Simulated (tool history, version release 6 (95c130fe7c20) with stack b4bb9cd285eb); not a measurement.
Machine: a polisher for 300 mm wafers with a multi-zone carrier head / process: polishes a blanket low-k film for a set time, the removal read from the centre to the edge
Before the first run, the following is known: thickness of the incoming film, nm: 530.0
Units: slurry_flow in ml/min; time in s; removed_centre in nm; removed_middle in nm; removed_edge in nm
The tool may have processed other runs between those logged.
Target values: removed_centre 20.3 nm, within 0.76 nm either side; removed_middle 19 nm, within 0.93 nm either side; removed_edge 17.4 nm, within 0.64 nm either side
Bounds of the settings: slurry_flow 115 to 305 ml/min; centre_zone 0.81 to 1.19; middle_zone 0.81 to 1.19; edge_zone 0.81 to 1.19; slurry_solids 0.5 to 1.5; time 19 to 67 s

run,hour,slurry_flow,centre_zone,middle_zone,edge_zone,slurry_solids,time,removed_centre,removed_middle,removed_edge
1,0,195,1,1,1,1,43,14.368,14.919,14.743
2,1.4,195,0.95,1,1,1,43,13.629,14.768,14.49
3,8.3,210,1.02,1.02,1,1.05,43,15.325,15.497,14.899
4,16.5,210,1.05,1.04,1.02,1.15,43,16.635,16.326,15.718
# hour 25.3: slurry nozzle cleaned
5,25.3,210,1.05,1.12,1.02,1.15,43,17.623,18.056,16.845
6,34.3,210,1.05,1.12,1.02,1.15,33,13.503,13.791,12.643
7,42.7,220,1.08,1.14,1.04,1.25,34,15.059,15.384,13.577
8,46.8,205,1.11,1.14,1.07,1.35,36,16.743,16.429,15.024
9,52.7,205,1.13,1.15,1.09,1.4,37,17.677,17.362,16.079
10,59.6,215,1.15,1.15,1.1,1.45,37,18.4,17.918,16.321
11,64.9,220,1.16,1.15,1.1,1.45,38,19.268,18.8,16.57
12,72.4,215,1.17,1.14,1.11,1.45,38,19.037,18.1,16.633

Pick the move, out of 5, that brings all results within their allowed miss; only one does.
A,79.9,215,1.19,1.19,1.1,1.5,36,?,?,?
B,79.9,305,1.17,1.17,0.96,1.4,38,?,?,?
C,79.9,210,1.19,1.13,1.12,1.3,41,?,?,?
D,79.9,115,1.1,0.97,1.19,1.5,44,?,?,?
E,79.9,200,1.15,1.04,1.18,1.45,39,?,?,?

move,removed_centre,removed_middle,removed_edge
A,18.308,18.249,15.92
B,19.348,19.259,15.8
C,19.752,18.842,17.373
D,18.4,16.922,18.882
E,18.725,17.247,17.587
A: its largest miss is bigger than the last run's
B: its largest miss is bigger than the last run's
C: each result inside its tolerance
D: its largest miss is bigger than the last run's
E: its largest miss is bigger than the last run's
C meets every target.
